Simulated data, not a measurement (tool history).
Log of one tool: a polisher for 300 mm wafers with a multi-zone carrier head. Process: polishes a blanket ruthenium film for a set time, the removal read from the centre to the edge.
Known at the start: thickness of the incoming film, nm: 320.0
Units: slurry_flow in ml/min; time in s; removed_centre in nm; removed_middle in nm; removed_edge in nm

run 1 hour=0.0 | slurry_flow=245 centre_zone=1.00 middle_zone=1.00 edge_zone=1.00 time=74 | removed_centre=54.004 removed_middle=53.503 removed_edge=55.502
run 2 hour=1.4 | slurry_flow=245 centre_zone=1.00 middle_zone=1.00 edge_zone=1.00 time=83 | removed_centre=61.131 removed_middle=59.864 removed_edge=61.447
run 3 hour=2.8 | slurry_flow=240 centre_zone=0.99 middle_zone=1.01 edge_zone=0.98 time=83 | removed_centre=58.819 removed_middle=60.189 removed_edge=58.893
run 4 hour=10.6 | slurry_flow=235 centre_zone=0.98 middle_zone=1.01 edge_zone=0.98 time=83 | removed_centre=59.483 removed_middle=60.328 removed_edge=60.202
run 5 hour=12.8 | slurry_flow=235 centre_zone=0.98 middle_zone=1.08 edge_zone=0.98 time=83 | removed_centre=59.772 removed_middle=63.631 removed_edge=59.626
run 6 hour=19.4 | slurry_flow=225 centre_zone=0.97 middle_zone=1.07 edge_zone=0.98 time=83 | removed_centre=57.763 removed_middle=63.602 removed_edge=60.336
run 7 hour=21.3 | slurry_flow=220 centre_zone=0.97 middle_zone=1.06 edge_zone=0.97 time=83 | removed_centre=58.549 removed_middle=62.283 removed_edge=60.280

Forecast run 8:
run 8 hour=22.3 | slurry_flow=220 centre_zone=0.96 middle_zone=1.06 edge_zone=0.96 time=83 | removed_centre=? removed_middle=? removed_edge=?

removed_centre: 57.861 nm
removed_middle: 62.040 nm
removed_edge: 59.366 nm
